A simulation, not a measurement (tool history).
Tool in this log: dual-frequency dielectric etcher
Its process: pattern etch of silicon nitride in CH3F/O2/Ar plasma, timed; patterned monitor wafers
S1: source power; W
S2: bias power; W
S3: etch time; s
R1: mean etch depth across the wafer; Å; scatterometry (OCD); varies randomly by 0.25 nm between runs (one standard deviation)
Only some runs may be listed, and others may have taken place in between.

run	hour	S1	S2	S3	R1
1	0	510	90	74	576.96
2	6.8	510	90	77	597.32
3	14.1	510	90	77	596.93
4	18.9	430	90	77	563.03
5	21.2	490	90	77	593.63
6	25.5	490	75	77	562.52
7	32	480	75	77	561.39

The next listed run, before its measurement:
8	39.1	470	75	77	?

Run 8 came out at R1 557.03 Å.
